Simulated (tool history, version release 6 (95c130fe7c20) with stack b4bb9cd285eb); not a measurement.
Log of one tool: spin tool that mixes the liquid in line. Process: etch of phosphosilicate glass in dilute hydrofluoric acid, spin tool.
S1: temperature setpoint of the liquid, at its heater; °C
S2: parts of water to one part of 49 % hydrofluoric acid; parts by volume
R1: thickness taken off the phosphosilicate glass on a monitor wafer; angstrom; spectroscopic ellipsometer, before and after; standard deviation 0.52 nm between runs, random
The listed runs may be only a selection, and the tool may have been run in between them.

run 1 day=0 | S1=23 S2=135 time_under_the_liquid_(s)=55 | R1=323.18
run 2 day=0.371 | S1=25.5 S2=135 time_under_the_liquid_(s)=55 | R1=353.77
run 3 day=0.708 | S1=25.5 S2=135 time_under_the_liquid_(s)=55 | R1=351.02
run 4 day=1.062 | S1=26.5 S2=125 time_under_the_liquid_(s)=55 | R1=397.07
run 5 day=1.212 | S1=27 S2=115 time_under_the_liquid_(s)=55 | R1=449.18
run 6 day=1.296 | S1=27 S2=115 time_under_the_liquid_(s)=55 | R1=452.91
run 7 day=1.5 | S1=31 S2=60 time_under_the_liquid_(s)=55 | R1=1089.1
run 8 day=1.729 | S1=30.5 S2=60 time_under_the_liquid_(s)=55 | R1=1072.7
run 9 day=2.008 | S1=30 S2=60 time_under_the_liquid_(s)=55 | R1=1057.4
run 10 day=2.138 | S1=29 S2=60 time_under_the_liquid_(s)=55 | R1=999.77
run 11 day=2.283 | S1=28.5 S2=60 time_under_the_liquid_(s)=55 | R1=972.42
run 12 day=2.546 | S1=28 S2=60 time_under_the_liquid_(s)=55 | R1=964.39

Run 13 is up next; what results do you expect?
run 13 day=2.733 | S1=27.5 S2=60 time_under_the_liquid_(s)=55 | R1=?

R1: 948.16 angstrom

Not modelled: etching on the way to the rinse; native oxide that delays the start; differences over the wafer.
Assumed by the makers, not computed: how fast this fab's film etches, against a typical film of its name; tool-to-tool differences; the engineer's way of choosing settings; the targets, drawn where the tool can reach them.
